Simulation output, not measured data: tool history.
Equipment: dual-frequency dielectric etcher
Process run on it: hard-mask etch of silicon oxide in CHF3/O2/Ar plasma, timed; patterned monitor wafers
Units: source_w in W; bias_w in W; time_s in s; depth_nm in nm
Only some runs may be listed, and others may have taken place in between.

| run | hour | source_w | bias_w | time_s | depth_nm |
|---|---|---|---|---|---|
| 1 | 0 | 900 | 141 | 31.5 | 63.607 |
| 2 | 4.3 | 900 | 160 | 31.5 | 67.079 |
| 3 | 9.8 | 900 | 160 | 31.5 | 66.607 |
| 4 | 15.2 | 800 | 152 | 31.5 | 61.814 |
| 5 | 17.1 | 740 | 150 | 31.5 | 59.254 |
| 6 | 26 | 740 | 170 | 31.5 | 62.076 |
| 7 | 27.3 | 680 | 168 | 31.5 | 59.892 |
| 8 | 29.2 | 640 | 166 | 31.5 | 57.232 |

Run 9 is up next; what results do you expect?
| 9 | 32.4 | 620 | 166 | 31.5 | ? |

depth_nm: 56.536 nm
